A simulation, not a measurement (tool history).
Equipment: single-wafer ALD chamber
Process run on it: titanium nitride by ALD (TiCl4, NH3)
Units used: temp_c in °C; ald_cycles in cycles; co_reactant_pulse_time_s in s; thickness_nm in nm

{"run": 1, "hour": 0.0, "temp_c": 420, "ald_cycles": 127, "co_reactant_pulse_time_s": 2.93, "thickness_nm": 2.6113}
{"run": 2, "hour": 7.6, "temp_c": 410, "ald_cycles": 127, "co_reactant_pulse_time_s": 2.93, "thickness_nm": 2.5815}
{"run": 3, "hour": 9.3, "temp_c": 410, "ald_cycles": 127, "co_reactant_pulse_time_s": 3.42, "thickness_nm": 2.6206}
{"run": 4, "hour": 11.4, "temp_c": 406, "ald_cycles": 127, "co_reactant_pulse_time_s": 2.67, "thickness_nm": 2.5733}
{"run": 5, "hour": 18.6, "temp_c": 403, "ald_cycles": 127, "co_reactant_pulse_time_s": 2.16, "thickness_nm": 2.545}
{"run": 6, "hour": 20.4, "temp_c": 403, "ald_cycles": 127, "co_reactant_pulse_time_s": 2.16, "thickness_nm": 2.5648}
{"run": 7, "hour": 28.8, "temp_c": 401, "ald_cycles": 127, "co_reactant_pulse_time_s": 1.81, "thickness_nm": 2.5046}
{"run": 8, "hour": 31.1, "temp_c": 399, "ald_cycles": 127, "co_reactant_pulse_time_s": 1.57, "thickness_nm": 2.4766}

Forecast run 9:
{"run": 9, "hour": 38.3, "temp_c": 399, "ald_cycles": 127, "co_reactant_pulse_time_s": 1.57, "thickness_nm": "?"}

{"run 9": {"thickness_nm": 2.4543}}
